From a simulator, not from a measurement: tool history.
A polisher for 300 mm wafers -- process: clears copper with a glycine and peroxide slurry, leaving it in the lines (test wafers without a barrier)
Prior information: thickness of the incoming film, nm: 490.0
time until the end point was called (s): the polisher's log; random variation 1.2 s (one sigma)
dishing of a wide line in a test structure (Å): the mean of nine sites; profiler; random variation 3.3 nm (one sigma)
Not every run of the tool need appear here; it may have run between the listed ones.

run  hour  flow of slurry (ml/min)  pressure of the wafer on the pad (kPa)  speed of the pad under the wafer (m/s)  overpolish time after the end point (s)  time until the end point was called (s)  dishing of a wide line in a test structure (Å)
  1   0.0                      265                                    19.3                                    1.10                                       22                                   83.790                                          767.19
  2   3.3                      265                                    20.7                                    1.10                                       24                                   82.065                                          838.24
  3  11.2                      265                                    22.1                                    1.12                                       26                                   77.383                                          945.42
  4  19.3                      265                                    23.4                                    1.14                                       27                                   73.535                                         1008.10
  5  20.5                      330                                    23.4                                    1.14                                       27                                   69.818                                         1022.30
     22.4  -- worn pad replaced by a new one
  6  22.4                      330                                    23.4                                    1.00                                       27                                   70.576                                         1031.30
  7  28.5                      330                                    24.1                                    1.00                                       28                                   71.906                                         1039.50

What does the tool deliver on the next run?
  8  31.1                      330                                    24.8                                    1.02                                       29                                        ?                                               ?

{"run 8": {"time until the end point was called (s)": 65.868, "dishing of a wide line in a test structure (Å)": 1144.1}}
